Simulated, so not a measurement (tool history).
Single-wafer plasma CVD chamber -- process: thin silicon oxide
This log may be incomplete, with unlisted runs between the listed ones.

run    day  heater temperature setpoint (deg C)  chamber pressure (Torr)  RF power (W)  deposition time (s)  mean film thickness on the monitor wafer (nm)
  1  0.000                                  380                    0.646           310                 3.36                                         4.9604
  2  0.154                                  380                    0.646           295                 3.36                                         4.8734
  3  0.225                                  375                    0.646           295                 3.36                                         4.8873
  4  0.325                                  375                    0.646           295                 3.36                                         4.8823
  5  0.504                                  366                    0.646           295                 3.36                                         4.9442
  6  0.575                                  372                    0.646           295                 3.36                                         4.9307
  7  0.942                                  371                    0.702           295                 3.36                                         5.3382
  8  1.183                                  371                    0.831           300                 3.36                                         6.2132
  9  1.329                                  371                    0.852           300                 3.36                                         6.3578

Run 10 is up next; what results do you expect?
 10  1.350                                  371                    0.867           305                 3.36                                              ?

mean film thickness on the monitor wafer (nm): 6.5338
